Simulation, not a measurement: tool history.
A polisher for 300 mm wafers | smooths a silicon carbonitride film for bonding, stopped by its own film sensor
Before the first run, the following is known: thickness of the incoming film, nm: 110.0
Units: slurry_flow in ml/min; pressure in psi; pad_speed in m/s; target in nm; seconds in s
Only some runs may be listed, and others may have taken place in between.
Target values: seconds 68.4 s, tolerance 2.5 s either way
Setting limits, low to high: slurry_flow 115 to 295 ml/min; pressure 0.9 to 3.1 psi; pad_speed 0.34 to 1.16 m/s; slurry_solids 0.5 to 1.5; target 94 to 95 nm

run,hour,slurry_flow,pressure,pad_speed,slurry_solids,target,seconds
1,0,190,2,0.74,1,94,106.78
2,4.8,190,2,0.74,0.9,94,112.41
3,7.4,155,2,0.74,0.9,94,116.76
4,14.1,155,2.2,0.74,0.9,94,109.64
5,18.9,155,2.2,0.74,1.1,94,97.698
6,22.9,155,2.2,0.92,1.1,94,81.669
7,24.6,175,2.3,0.92,1.1,94,80.187
8,25.7,175,2.4,0.92,1.1,94,77.804
9,32.4,175,2.5,0.92,1.1,94,73.711
10,35.2,175,2.6,0.92,1.1,94,72.926

Below are 4 possible settings for the next run. Only one of them brings all results inside the allowed miss of their targets. Which is it?
A,38,175,2.3,0.92,1.1,95,?
B,38,160,2.6,0.96,1.05,94,?
C,38,115,2.7,0.9,0.95,95,?
D,38,175,2.4,0.92,1.2,95,?

move,seconds
A,73.693
B,71.924
C,74.853
D,68.84
A: lands further from the targets than the last run did
B: nearer the targets than the last run, but a result is still out of spec
C: lands further from the targets than the last run did
D: meets every target
Correct choice: D, which meets every target
